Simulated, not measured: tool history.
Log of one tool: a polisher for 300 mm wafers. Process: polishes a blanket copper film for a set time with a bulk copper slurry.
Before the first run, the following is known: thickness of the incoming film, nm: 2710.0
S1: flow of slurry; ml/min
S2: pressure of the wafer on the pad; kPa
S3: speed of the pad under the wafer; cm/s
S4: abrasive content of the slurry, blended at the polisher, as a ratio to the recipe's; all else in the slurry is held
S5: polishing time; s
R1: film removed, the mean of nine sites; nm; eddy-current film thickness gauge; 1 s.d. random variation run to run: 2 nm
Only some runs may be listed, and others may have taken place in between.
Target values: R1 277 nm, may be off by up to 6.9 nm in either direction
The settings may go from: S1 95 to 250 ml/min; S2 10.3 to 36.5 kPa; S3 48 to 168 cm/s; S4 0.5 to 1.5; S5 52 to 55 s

{"run": 1, "hour": 0.0, "S1": 160, "S2": 23.4, "S3": 108, "S4": 1, "S5": 52, "R1": 512.38}
{"run": 2, "hour": 8.1, "S1": 155, "S2": 20.7, "S3": 108, "S4": 1, "S5": 52, "R1": 461.26}
{"run": 3, "hour": 15.6, "S1": 150, "S2": 18.6, "S3": 106, "S4": 1, "S5": 52, "R1": 425.8}
{"run": 4, "hour": 20.4, "S1": 150, "S2": 17.2, "S3": 102, "S4": 1, "S5": 52, "R1": 394.35}
{"run": 5, "hour": 23.7, "S1": 150, "S2": 17.2, "S3": 84, "S4": 1, "S5": 52, "R1": 345.25}
{"run": 6, "hour": 31.9, "S1": 150, "S2": 17.2, "S3": 84, "S4": 1, "S5": 52, "R1": 345.13}
{"run": 7, "hour": 35.8, "S1": 150, "S2": 15.9, "S3": 84, "S4": 1, "S5": 52, "R1": 325.61}
{"run": 8, "hour": 39.3, "S1": 150, "S2": 15.2, "S3": 84, "S4": 1, "S5": 52, "R1": 319.34}
{"run": 9, "hour": 46.3, "S1": 150, "S2": 14.5, "S3": 84, "S4": 1, "S5": 52, "R1": 308.29}
{"run": 10, "hour": 51.8, "S1": 150, "S2": 13.8, "S3": 84, "S4": 1, "S5": 52, "R1": 301.43}
{"run": 11, "hour": 55.9, "S1": 150, "S2": 13.1, "S3": 84, "S4": 1, "S5": 52, "R1": 292.51}

Which single option among these 4 for the next run brings every result within its allowed miss of target? Just one does.
{"run": "A", "hour": 60.0, "S1": 130, "S2": 11.7, "S3": 86, "S4": 1.05, "S5": 52, "R1": "?"}
{"run": "B", "hour": 60.0, "S1": 140, "S2": 15.9, "S3": 76, "S4": 1.05, "S5": 52, "R1": "?"}
{"run": "C", "hour": 60.0, "S1": 170, "S2": 13.1, "S3": 82, "S4": 0.8, "S5": 55, "R1": "?"}
{"run": "D", "hour": 60.0, "S1": 175, "S2": 10.3, "S3": 78, "S4": 1.15, "S5": 52, "R1": "?"}

move=A R1=273.5
move=B R1=302.89
move=C R1=288.35
move=D R1=255.4
A: every result lands within tolerance
B: the biggest miss grows against the last run
C: moves toward the targets from the last run without getting all of them in spec
D: takes the biggest miss from the last run beyond its target
Answer: A
